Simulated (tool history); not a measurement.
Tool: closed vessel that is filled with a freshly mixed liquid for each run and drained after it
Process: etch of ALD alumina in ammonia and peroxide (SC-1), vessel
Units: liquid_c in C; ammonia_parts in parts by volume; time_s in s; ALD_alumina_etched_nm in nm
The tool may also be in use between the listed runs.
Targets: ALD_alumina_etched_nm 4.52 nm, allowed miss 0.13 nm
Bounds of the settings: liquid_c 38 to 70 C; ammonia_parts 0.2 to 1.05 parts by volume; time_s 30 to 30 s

run 1 day=0 | liquid_c=54 ammonia_parts=0.55 time_s=30 | ALD_alumina_etched_nm=3.0565
run 2 day=0.042 | liquid_c=57 ammonia_parts=0.55 time_s=30 | ALD_alumina_etched_nm=3.6069
run 3 day=0.125 | liquid_c=57 ammonia_parts=0.75 time_s=30 | ALD_alumina_etched_nm=3.7712
run 4 day=0.167 | liquid_c=58 ammonia_parts=0.75 time_s=30 | ALD_alumina_etched_nm=3.8583
run 5 day=0.275 | liquid_c=58 ammonia_parts=0.6 time_s=30 | ALD_alumina_etched_nm=3.8064
run 6 day=0.433 | liquid_c=58 ammonia_parts=0.8 time_s=30 | ALD_alumina_etched_nm=3.9066
run 7 day=0.638 | liquid_c=59 ammonia_parts=0.8 time_s=30 | ALD_alumina_etched_nm=4.1415
run 8 day=0.988 | liquid_c=59.5 ammonia_parts=0.8 time_s=30 | ALD_alumina_etched_nm=4.2314
run 9 day=1.125 | liquid_c=60 ammonia_parts=0.8 time_s=30 | ALD_alumina_etched_nm=4.3582

5 next moves are on the table. One of them brings every result within its allowed miss. Which?
run A day=1.262 | liquid_c=59.5 ammonia_parts=0.85 time_s=30 | ALD_alumina_etched_nm=?
run B day=1.262 | liquid_c=59.5 ammonia_parts=0.8 time_s=30 | ALD_alumina_etched_nm=?
run C day=1.262 | liquid_c=61 ammonia_parts=0.75 time_s=30 | ALD_alumina_etched_nm=?
run D day=1.262 | liquid_c=60 ammonia_parts=0.75 time_s=30 | ALD_alumina_etched_nm=?
run E day=1.262 | liquid_c=60 ammonia_parts=0.7 time_s=30 | ALD_alumina_etched_nm=?

move=A ALD_alumina_etched_nm=4.297
move=B ALD_alumina_etched_nm=4.2725
move=C ALD_alumina_etched_nm=4.5857
move=D ALD_alumina_etched_nm=4.357
move=E ALD_alumina_etched_nm=4.3287
A: further off than the last run
B: further off than the last run
C: meets every target
D: as far off as the last run
E: further off than the last run
Answer: C
